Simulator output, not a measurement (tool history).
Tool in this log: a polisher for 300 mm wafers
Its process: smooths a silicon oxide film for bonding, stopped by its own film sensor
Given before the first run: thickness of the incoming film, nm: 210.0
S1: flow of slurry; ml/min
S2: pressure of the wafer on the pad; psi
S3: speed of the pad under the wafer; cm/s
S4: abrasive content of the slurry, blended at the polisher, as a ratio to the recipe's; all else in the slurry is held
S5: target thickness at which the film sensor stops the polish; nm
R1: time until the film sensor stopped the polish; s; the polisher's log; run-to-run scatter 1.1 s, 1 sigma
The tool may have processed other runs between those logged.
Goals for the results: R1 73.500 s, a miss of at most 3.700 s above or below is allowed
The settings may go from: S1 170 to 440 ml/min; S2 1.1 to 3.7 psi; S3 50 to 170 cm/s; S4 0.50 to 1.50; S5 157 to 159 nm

run,hour,S1,S2,S3,S4,S5,R1
1,0.0,280,2.4,110,1.00,159,54.233
2,6.1,280,2.4,134,1.00,159,46.682
3,7.7,280,2.4,134,1.00,159,46.869
4,13.3,280,2.4,134,0.85,159,50.333
5,14.7,280,2.4,160,0.85,159,44.133
6,17.4,280,2.2,158,0.85,159,47.827
# hour 22.3: slurry nozzle cleaned
7,22.3,280,2.0,156,0.85,159,49.022
8,25.8,280,1.9,150,0.85,159,53.748
9,29.7,280,1.8,148,0.85,159,57.033
10,38.1,280,1.2,144,0.85,159,77.215

Consider the 4 candidate settings below. Which is the only one whose results all fall within their allowed miss of target?
A,46.5,285,1.1,156,0.80,157,?
B,46.5,235,1.1,148,1.00,159,?
C,46.5,305,1.2,156,0.75,157,?
D,46.5,315,1.1,134,0.90,157,?

move,R1
A,84.077
B,74.713
C,82.596
D,86.780
A: lands further from the targets than the last run did
B: all results in spec
C: lands further from the targets than the last run did
D: lands further from the targets than the last run did
B meets every target.

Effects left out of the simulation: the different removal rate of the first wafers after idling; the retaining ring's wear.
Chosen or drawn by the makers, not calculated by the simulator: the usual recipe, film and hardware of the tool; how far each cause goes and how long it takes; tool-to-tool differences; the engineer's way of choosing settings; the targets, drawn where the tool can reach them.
